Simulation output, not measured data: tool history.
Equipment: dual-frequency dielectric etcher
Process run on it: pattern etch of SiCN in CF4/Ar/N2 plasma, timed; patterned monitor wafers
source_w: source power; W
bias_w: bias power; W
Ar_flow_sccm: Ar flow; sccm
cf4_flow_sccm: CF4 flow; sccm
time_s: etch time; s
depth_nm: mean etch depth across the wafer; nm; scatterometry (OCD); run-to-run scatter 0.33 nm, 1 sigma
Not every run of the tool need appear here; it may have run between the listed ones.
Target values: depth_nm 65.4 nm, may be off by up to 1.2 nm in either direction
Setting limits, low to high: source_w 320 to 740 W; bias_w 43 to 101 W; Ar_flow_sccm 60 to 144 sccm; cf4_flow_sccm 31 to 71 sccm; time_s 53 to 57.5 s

Run 1, hour 0: source_w 530 W, bias_w 72 W, Ar_flow_sccm 102 sccm, cf4_flow_sccm 51 sccm, time_s 57.5 s. Result: depth_nm 49.135 nm.
Run 2, hour 8.3: source_w 530 W, bias_w 72 W, Ar_flow_sccm 102 sccm, cf4_flow_sccm 51 sccm, time_s 53 s. Result: depth_nm 45.082 nm.
Run 3, hour 12.3: source_w 570 W, bias_w 72 W, Ar_flow_sccm 102 sccm, cf4_flow_sccm 51 sccm, time_s 53 s. Result: depth_nm 47.843 nm.
Run 4, hour 14.6: source_w 590 W, bias_w 74 W, Ar_flow_sccm 101 sccm, cf4_flow_sccm 51 sccm, time_s 53 s. Result: depth_nm 50.001 nm.
Run 5, hour 18.2: source_w 590 W, bias_w 74 W, Ar_flow_sccm 101 sccm, cf4_flow_sccm 55 sccm, time_s 53 s. Result: depth_nm 50.199 nm.
Run 6, hour 26.3: source_w 590 W, bias_w 74 W, Ar_flow_sccm 101 sccm, cf4_flow_sccm 55 sccm, time_s 57.5 s. Result: depth_nm 54.099 nm.
Run 7, hour 32.7: source_w 690 W, bias_w 75 W, Ar_flow_sccm 101 sccm, cf4_flow_sccm 55 sccm, time_s 57.5 s. Result: depth_nm 61.637 nm.
Run 8, hour 39.6: source_w 710 W, bias_w 75 W, Ar_flow_sccm 101 sccm, cf4_flow_sccm 55 sccm, time_s 57.5 s. Result: depth_nm 63.279 nm.

Next run, 4 choices. One meets every target within its allowed miss, the rest don't. Which?
Run A, hour 46.5: source_w 740 W, bias_w 95 W, Ar_flow_sccm 98 sccm, cf4_flow_sccm 44 sccm, time_s 56 s. Result: depth_nm ?.
Run B, hour 46.5: source_w 740 W, bias_w 69 W, Ar_flow_sccm 116 sccm, cf4_flow_sccm 70 sccm, time_s 55 s. Result: depth_nm ?.
Run C, hour 46.5: source_w 730 W, bias_w 83 W, Ar_flow_sccm 122 sccm, cf4_flow_sccm 53 sccm, time_s 53 s. Result: depth_nm ?.
Run D, hour 46.5: source_w 710 W, bias_w 80 W, Ar_flow_sccm 107 sccm, cf4_flow_sccm 61 sccm, time_s 57.5 s. Result: depth_nm ?.

move  depth_nm
   A    67.246
   B    61.329
   C     59.17
   D    64.763
A: the result that was furthest off in the last run now lies on the other side of its target
B: moves away from the targets compared with the last run
C: moves away from the targets compared with the last run
D: every result within its allowed miss
Move D is the one to make.

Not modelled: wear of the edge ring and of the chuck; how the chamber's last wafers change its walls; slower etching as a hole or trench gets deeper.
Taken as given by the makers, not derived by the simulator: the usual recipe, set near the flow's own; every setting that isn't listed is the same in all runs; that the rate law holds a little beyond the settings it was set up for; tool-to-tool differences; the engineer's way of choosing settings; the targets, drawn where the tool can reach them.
